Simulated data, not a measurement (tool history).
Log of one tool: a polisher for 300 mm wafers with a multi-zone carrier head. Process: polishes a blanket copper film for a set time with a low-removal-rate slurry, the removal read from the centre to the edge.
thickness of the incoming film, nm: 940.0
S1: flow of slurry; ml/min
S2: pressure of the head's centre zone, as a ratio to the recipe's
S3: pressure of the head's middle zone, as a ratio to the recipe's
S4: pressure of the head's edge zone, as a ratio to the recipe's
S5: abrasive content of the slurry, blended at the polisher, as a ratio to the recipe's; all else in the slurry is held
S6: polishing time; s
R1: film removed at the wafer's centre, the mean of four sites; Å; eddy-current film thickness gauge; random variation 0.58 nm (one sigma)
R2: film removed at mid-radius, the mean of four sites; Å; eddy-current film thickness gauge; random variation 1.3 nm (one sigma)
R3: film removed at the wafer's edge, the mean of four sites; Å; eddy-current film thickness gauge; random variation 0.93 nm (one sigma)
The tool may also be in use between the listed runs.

run  hour   S1    S2    S3    S4    S5  S6      R1      R2      R3
  1     0  195     1     1     1     1  44  913.31  944.26  934.91
  2   2.3  195  0.99  1.02  1.01     1  44  917.91  965.07  939.88
  3   3.9  150  0.99  1.02  1.01     1  44  848.87   906.8  916.11
  4   9.6  150  0.99  0.97  1.01     1  44  872.48  869.19  925.44
  5  11.8  160  0.98     1  1.01  1.05  44  881.58   905.4  918.26
  6    16  165  0.97  1.03  1.02  1.05  44  878.42  924.26  951.79
  7  17.6  170  0.96  1.06  1.01  1.05  44  880.18  992.91  930.41
  8  26.4  170  0.95  1.07  1.02  1.05  44   875.7  985.51  933.02

Run 9 comes next. What will it give?
  9  27.2  170  0.94  1.08  1.03  1.05  44   ?   ?   ?

{"run 9": {"R1": 862.95, "R2": 997.71, "R3": 938.91}}
